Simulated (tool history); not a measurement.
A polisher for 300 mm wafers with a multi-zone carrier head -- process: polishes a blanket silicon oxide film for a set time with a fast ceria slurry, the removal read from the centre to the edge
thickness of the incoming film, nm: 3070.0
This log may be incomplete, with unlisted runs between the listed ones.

run,hour,flow of slurry (ml/min),pressure of the head's centre zone,pressure of the head's middle zone,pressure of the head's edge zone,polishing time (s),film removed at the wafer's centre (nm),film removed at mid-radius (nm),film removed at the wafer's edge (nm)
1,0,255,1,1,1,45,691.48,745.42,736.17
2,6.4,255,1,1,1,50,771.89,818.35,806.33
3,13.1,255,0.93,1,1,50,716.96,832.21,831.36
4,14.7,255,0.88,1,1,50,681.33,835.89,825.9
# hour 22.4: slurry nozzle cleaned
5,22.4,265,0.92,1,1.01,50,748.1,864.61,850.22
6,25.6,265,0.92,1,1.01,58,867.8,1020.6,998.05
7,31.5,275,0.94,0.98,1,58,890.88,1006.2,984.46
8,40.1,335,1.04,0.88,0.97,57,979.85,929.14,970.94
9,41.1,335,1.05,0.88,0.96,57,1012.6,933.77,959.18
10,48.9,335,1.07,0.87,0.95,57,1024.1,947.52,969.6

Run 11 has not been measured yet. What should we expect?
11,49.6,335,1.08,0.86,0.95,57,?,?,?

film removed at the wafer's centre (nm): 1030.2
film removed at mid-radius (nm): 921.77
film removed at the wafer's edge (nm): 961.63
